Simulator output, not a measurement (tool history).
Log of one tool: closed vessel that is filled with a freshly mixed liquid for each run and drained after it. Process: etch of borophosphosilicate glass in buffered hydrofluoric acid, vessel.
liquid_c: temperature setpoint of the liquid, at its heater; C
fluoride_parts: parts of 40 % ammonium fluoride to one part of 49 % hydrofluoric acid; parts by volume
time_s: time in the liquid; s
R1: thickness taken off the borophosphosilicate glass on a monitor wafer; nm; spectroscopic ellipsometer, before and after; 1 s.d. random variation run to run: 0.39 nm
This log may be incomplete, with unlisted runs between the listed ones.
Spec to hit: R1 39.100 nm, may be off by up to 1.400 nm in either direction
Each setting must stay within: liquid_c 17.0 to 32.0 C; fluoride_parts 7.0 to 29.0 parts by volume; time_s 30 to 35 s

{"run": 1, "hour": 0.0, "liquid_c": 24.0, "fluoride_parts": 18.0, "time_s": 35, "R1": 27.161}
{"run": 2, "hour": 2.9, "liquid_c": 24.0, "fluoride_parts": 18.0, "time_s": 30, "R1": 23.203}
{"run": 3, "hour": 7.6, "liquid_c": 21.5, "fluoride_parts": 18.0, "time_s": 30, "R1": 20.101}
{"run": 4, "hour": 10.3, "liquid_c": 23.5, "fluoride_parts": 18.0, "time_s": 30, "R1": 22.712}
{"run": 5, "hour": 16.6, "liquid_c": 25.0, "fluoride_parts": 18.0, "time_s": 30, "R1": 24.569}
{"run": 6, "hour": 23.4, "liquid_c": 25.0, "fluoride_parts": 18.0, "time_s": 30, "R1": 24.305}
{"hour": 31.9, "done": "hydrofluoric acid flow meter replaced"}
{"run": 7, "hour": 31.9, "liquid_c": 25.0, "fluoride_parts": 18.0, "time_s": 30, "R1": 27.059}
{"run": 8, "hour": 41.2, "liquid_c": 29.0, "fluoride_parts": 17.5, "time_s": 30, "R1": 34.657}

Exercise: of the 4 proposed moves below, exactly one satisfies all targets within the stated allowed misses. Which move is it?
{"run": "A", "hour": 50.5, "liquid_c": 31.5, "fluoride_parts": 19.0, "time_s": 30, "R1": "?"}
{"run": "B", "hour": 50.5, "liquid_c": 31.0, "fluoride_parts": 18.0, "time_s": 35, "R1": "?"}
{"run": "C", "hour": 50.5, "liquid_c": 29.0, "fluoride_parts": 17.0, "time_s": 35, "R1": "?"}
{"run": "D", "hour": 50.5, "liquid_c": 29.0, "fluoride_parts": 18.0, "time_s": 35, "R1": "?"}

move=A R1=36.335
move=B R1=43.563
move=C R1=41.514
move=D R1=39.239
A: closes in on the targets versus the last run, not all within tolerance yet
B: takes the biggest miss from the last run beyond its target
C: takes the biggest miss from the last run beyond its target
D: meets every target
Move D is the one to make.
